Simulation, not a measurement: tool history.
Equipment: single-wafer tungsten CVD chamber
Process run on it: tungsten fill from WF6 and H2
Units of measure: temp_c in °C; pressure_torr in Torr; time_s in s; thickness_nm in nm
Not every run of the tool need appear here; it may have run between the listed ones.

Run 1, hour 0.0: temp_c 385 °C, pressure_torr 44.5 Torr, time_s 10.2 s. Result: thickness_nm 27.875 nm.
Run 2, hour 7.2: temp_c 385 °C, pressure_torr 44.5 Torr, time_s 9.7 s. Result: thickness_nm 26.646 nm.
Run 3, hour 15.6: temp_c 395 °C, pressure_torr 44.5 Torr, time_s 9.7 s. Result: thickness_nm 31.958 nm.
Run 4, hour 21.0: temp_c 389 °C, pressure_torr 44.1 Torr, time_s 9.7 s. Result: thickness_nm 28.417 nm.
Run 5, hour 28.8: temp_c 385 °C, pressure_torr 43.8 Torr, time_s 9.7 s. Result: thickness_nm 26.234 nm.
Run 6, hour 37.3: temp_c 382 °C, pressure_torr 43.6 Torr, time_s 9.7 s. Result: thickness_nm 24.995 nm.
Run 7, hour 40.5: temp_c 380 °C, pressure_torr 43.5 Torr, time_s 9.7 s. Result: thickness_nm 24.141 nm.
Run 8, hour 41.9: temp_c 379 °C, pressure_torr 43.4 Torr, time_s 9.7 s. Result: thickness_nm 23.386 nm.

The next listed run, before its measurement:
Run 9, hour 49.3: temp_c 378 °C, pressure_torr 43.3 Torr, time_s 9.7 s. Result: thickness_nm ?.

thickness_nm: 23.066 nm
